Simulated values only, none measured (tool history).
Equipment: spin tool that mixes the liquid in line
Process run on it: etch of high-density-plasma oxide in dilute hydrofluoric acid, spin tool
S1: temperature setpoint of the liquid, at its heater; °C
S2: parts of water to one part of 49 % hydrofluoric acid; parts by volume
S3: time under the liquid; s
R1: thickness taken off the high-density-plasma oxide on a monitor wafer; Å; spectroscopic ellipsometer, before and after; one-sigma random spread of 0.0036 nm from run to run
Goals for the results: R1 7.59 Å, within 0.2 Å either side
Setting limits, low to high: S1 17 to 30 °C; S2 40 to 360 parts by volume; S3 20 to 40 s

Run 1, hour 0: S1 22 °C, S2 200 parts by volume, S3 40 s. Result: R1 13.178 Å.
Run 2, hour 4.5: S1 22 °C, S2 200 parts by volume, S3 20 s. Result: R1 6.5864 Å.
Run 3, hour 9.4: S1 23 °C, S2 200 parts by volume, S3 20 s. Result: R1 6.8887 Å.
Run 4, hour 11.7: S1 22.5 °C, S2 200 parts by volume, S3 20 s. Result: R1 6.7596 Å.
Run 5, hour 14.9: S1 22.5 °C, S2 200 parts by volume, S3 20 s. Result: R1 6.8184 Å.
Run 6, hour 22.8: S1 22.5 °C, S2 200 parts by volume, S3 40 s. Result: R1 13.571 Å.
Run 7, hour 29.1: S1 21 °C, S2 220 parts by volume, S3 40 s. Result: R1 11.313 Å.
Run 8, hour 35.1: S1 23 °C, S2 220 parts by volume, S3 40 s. Result: R1 12.108 Å.
Run 9, hour 43.1: S1 21 °C, S2 170 parts by volume, S3 40 s. Result: R1 15.423 Å.
Run 10, hour 47.9: S1 24 °C, S2 185 parts by volume, S3 40 s. Result: R1 15.716 Å.
Run 11, hour 52.9: S1 21.5 °C, S2 195 parts by volume, S3 40 s. Result: R1 13.401 Å.
Run 12, hour 55.2: S1 23 °C, S2 220 parts by volume, S3 40 s. Result: R1 12.272 Å.
Run 13, hour 57.5: S1 21 °C, S2 240 parts by volume, S3 40 s. Result: R1 10.232 Å.

Consider the 5 candidate settings below. Which is the only one whose results all fall within their allowed miss of target?
Run A, hour 59.8: S1 22 °C, S2 220 parts by volume, S3 40 s. Result: R1 ?.
Run B, hour 59.8: S1 21 °C, S2 155 parts by volume, S3 30 s. Result: R1 ?.
Run C, hour 59.8: S1 24 °C, S2 190 parts by volume, S3 20 s. Result: R1 ?.
Run D, hour 59.8: S1 21.5 °C, S2 220 parts by volume, S3 30 s. Result: R1 ?.
Run E, hour 59.8: S1 22.5 °C, S2 275 parts by volume, S3 40 s. Result: R1 ?.

move      R1
   A  11.756
   B   12.88
   C  7.5665
   D  8.6537
   E  9.0739
A: its largest miss is bigger than the last run's
B: its largest miss is bigger than the last run's
C: meets every target
D: closer than the last run, but not yet in spec
E: closer than the last run, but not yet in spec
Go with C: it meets all targets.

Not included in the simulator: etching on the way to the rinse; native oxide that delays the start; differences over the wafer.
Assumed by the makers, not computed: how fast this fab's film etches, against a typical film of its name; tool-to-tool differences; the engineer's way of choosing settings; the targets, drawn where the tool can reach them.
